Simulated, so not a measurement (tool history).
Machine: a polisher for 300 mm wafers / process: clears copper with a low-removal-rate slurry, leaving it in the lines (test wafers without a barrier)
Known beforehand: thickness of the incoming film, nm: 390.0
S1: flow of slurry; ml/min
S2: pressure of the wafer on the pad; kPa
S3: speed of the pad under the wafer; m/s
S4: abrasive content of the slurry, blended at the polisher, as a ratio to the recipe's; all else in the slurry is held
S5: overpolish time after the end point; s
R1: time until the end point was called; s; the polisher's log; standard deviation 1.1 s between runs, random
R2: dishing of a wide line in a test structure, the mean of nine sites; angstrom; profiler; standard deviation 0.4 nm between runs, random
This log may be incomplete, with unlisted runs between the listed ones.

run	hour	S1	S2	S3	S4	S5	R1	R2
1	0.0	135	20.0	0.90	1.00	10	142.120	164.03
2	8.9	135	22.1	0.90	1.00	9	127.550	162.74
3	14.5	135	23.4	0.90	1.00	9	123.990	169.91
4	17.3	135	24.8	0.92	1.00	9	115.940	171.86
5	24.9	135	24.8	0.92	0.85	9	119.540	170.63
# hour 29.6: worn pad replaced by a new one
6	29.6	135	26.2	0.94	0.85	9	101.760	188.06

Estimate the outcome of run 7 from the log above:
7	34.5	135	26.9	0.94	0.85	9	?	?

{"run 7": {"R1": 99.733, "R2": 190.34}}
